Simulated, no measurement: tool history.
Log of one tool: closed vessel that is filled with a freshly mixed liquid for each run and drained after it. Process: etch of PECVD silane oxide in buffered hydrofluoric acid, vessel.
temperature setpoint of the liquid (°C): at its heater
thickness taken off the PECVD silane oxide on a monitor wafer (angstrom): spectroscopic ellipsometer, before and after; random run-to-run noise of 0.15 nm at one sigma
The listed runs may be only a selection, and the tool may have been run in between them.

| run | hour | temperature setpoint of the liquid (°C) | parts of 40 % ammonium fluoride to one part of 49 % hydrofluoric acid (parts by volume) | time in the liquid (s) | thickness taken off the PECVD silane oxide on a monitor wafer (angstrom) |
|---|---|---|---|---|---|
| 1 | 0.0 | 23.0 | 22.5 | 30 | 295.07 |
| 2 | 5.2 | 24.5 | 22.5 | 30 | 321.33 |
| 3 | 12.0 | 25.5 | 22.5 | 30 | 337.83 |
| 4 | 16.0 | 26.0 | 22.5 | 30 | 349.30 |
| 5 | 21.9 | 26.0 | 20.0 | 30 | 377.49 |
| 6 | 29.4 | 26.0 | 13.5 | 30 | 554.60 |
| 7 | 35.6 | 24.5 | 13.5 | 30 | 508.01 |
| 8 | 44.3 | 23.0 | 13.5 | 30 | 471.21 |
| 9 | 51.1 | 22.0 | 13.5 | 30 | 446.77 |

What will run 10 give?
| 10 | 53.2 | 21.5 | 13.5 | 30 | ? |

thickness taken off the PECVD silane oxide on a monitor wafer (angstrom): 434.78

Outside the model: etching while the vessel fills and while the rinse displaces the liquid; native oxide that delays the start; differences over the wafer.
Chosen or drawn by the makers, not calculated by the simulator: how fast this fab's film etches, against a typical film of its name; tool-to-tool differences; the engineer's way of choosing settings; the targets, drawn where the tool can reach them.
